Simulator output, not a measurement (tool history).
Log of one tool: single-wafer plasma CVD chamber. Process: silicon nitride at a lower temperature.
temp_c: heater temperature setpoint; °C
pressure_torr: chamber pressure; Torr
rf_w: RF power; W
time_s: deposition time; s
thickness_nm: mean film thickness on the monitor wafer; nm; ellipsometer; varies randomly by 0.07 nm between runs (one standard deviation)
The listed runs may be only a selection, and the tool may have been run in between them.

Run 1, hour 0.0: temp_c 355 °C, pressure_torr 1.72 Torr, rf_w 240 W, time_s 30.9 s. Result: thickness_nm 33.126 nm.
Run 2, hour 3.5: temp_c 355 °C, pressure_torr 1.62 Torr, rf_w 230 W, time_s 30.9 s. Result: thickness_nm 31.191 nm.
Run 3, hour 8.0: temp_c 355 °C, pressure_torr 1.32 Torr, rf_w 230 W, time_s 30.9 s. Result: thickness_nm 29.791 nm.
Run 4, hour 11.6: temp_c 355 °C, pressure_torr 1.58 Torr, rf_w 230 W, time_s 30.9 s. Result: thickness_nm 31.035 nm.
Run 5, hour 20.1: temp_c 355 °C, pressure_torr 1.43 Torr, rf_w 230 W, time_s 30.9 s. Result: thickness_nm 30.431 nm.
Run 6, hour 25.2: temp_c 355 °C, pressure_torr 1.43 Torr, rf_w 230 W, time_s 31.9 s. Result: thickness_nm 31.354 nm.
Run 7, hour 29.9: temp_c 355 °C, pressure_torr 1.38 Torr, rf_w 225 W, time_s 31.9 s. Result: thickness_nm 30.349 nm.
Run 8, hour 31.9: temp_c 355 °C, pressure_torr 1.33 Torr, rf_w 220 W, time_s 31.9 s. Result: thickness_nm 29.433 nm.
Run 9, hour 35.8: temp_c 355 °C, pressure_torr 1.29 Torr, rf_w 220 W, time_s 31.9 s. Result: thickness_nm 29.320 nm.
Run 10, hour 36.9: temp_c 355 °C, pressure_torr 1.25 Torr, rf_w 220 W, time_s 31.9 s. Result: thickness_nm 28.905 nm.
Run 11, hour 42.8: temp_c 355 °C, pressure_torr 1.22 Torr, rf_w 220 W, time_s 31.9 s. Result: thickness_nm 28.853 nm.

The next listed run, before its measurement:
Run 12, hour 50.8: temp_c 355 °C, pressure_torr 1.19 Torr, rf_w 220 W, time_s 31.9 s. Result: thickness_nm ?.

Run 12 produced thickness_nm 28.744 nm.

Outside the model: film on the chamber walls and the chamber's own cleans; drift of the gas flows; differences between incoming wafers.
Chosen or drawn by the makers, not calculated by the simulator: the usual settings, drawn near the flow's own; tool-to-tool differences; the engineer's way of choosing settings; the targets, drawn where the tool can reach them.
